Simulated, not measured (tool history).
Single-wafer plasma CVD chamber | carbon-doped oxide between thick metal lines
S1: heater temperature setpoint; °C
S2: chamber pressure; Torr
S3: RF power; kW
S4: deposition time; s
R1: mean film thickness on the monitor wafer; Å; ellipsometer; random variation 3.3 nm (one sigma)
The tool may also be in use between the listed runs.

run,day,S1,S2,S3,S4,R1
1,0.000,355,3.53,0.420,170,7246.2
2,0.229,354,3.62,0.425,170,7328.9
3,0.258,354,3.90,0.425,170,7358.0
4,0.550,364,3.90,0.425,170,7236.1
5,0.708,355,3.90,0.425,170,7376.0
6,0.938,351,3.90,0.425,170,7450.0
7,1.017,350,3.96,0.430,170,7534.7
8,1.258,349,4.01,0.435,170,7706.8

The next listed run, before its measurement:
9,1.438,348,4.06,0.435,170,?

Run 9 gave R1 7683.8 Å.

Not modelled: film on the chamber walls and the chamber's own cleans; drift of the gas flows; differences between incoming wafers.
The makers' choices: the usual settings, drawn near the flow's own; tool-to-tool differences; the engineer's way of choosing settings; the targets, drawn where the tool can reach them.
